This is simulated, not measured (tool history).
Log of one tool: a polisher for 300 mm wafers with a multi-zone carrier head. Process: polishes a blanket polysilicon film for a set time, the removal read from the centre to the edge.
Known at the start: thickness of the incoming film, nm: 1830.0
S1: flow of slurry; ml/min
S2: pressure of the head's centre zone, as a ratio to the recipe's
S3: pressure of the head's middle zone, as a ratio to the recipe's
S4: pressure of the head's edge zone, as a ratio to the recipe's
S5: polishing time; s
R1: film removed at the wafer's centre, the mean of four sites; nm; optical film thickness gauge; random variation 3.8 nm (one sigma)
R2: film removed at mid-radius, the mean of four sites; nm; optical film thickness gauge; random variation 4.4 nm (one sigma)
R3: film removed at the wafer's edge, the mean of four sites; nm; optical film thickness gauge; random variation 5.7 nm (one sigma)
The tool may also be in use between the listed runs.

run  hour   S1    S2    S3    S4  S5      R1      R2      R3
  1   0.0  195  1.00  1.00  1.00  55  708.28  701.79  697.55
  2   2.1  190  0.97  0.97  0.97  47  595.54  588.20  575.59
  3   5.4  190  0.97  0.97  1.04  47  585.39  577.73  600.41
  4  10.1  215  0.97  0.97  1.04  47  598.28  601.25  613.79
  5  11.2  215  0.97  0.97  1.04  36  450.44  464.61  458.02
  6  18.5  245  0.97  0.97  1.04  36  459.75  463.88  472.30

Run 7 comes next. What will it give?
  7  25.1  245  0.95  0.95  1.02  34   ?   ?   ?

R1: 425.16 nm
R2: 433.05 nm
R3: 439.89 nm

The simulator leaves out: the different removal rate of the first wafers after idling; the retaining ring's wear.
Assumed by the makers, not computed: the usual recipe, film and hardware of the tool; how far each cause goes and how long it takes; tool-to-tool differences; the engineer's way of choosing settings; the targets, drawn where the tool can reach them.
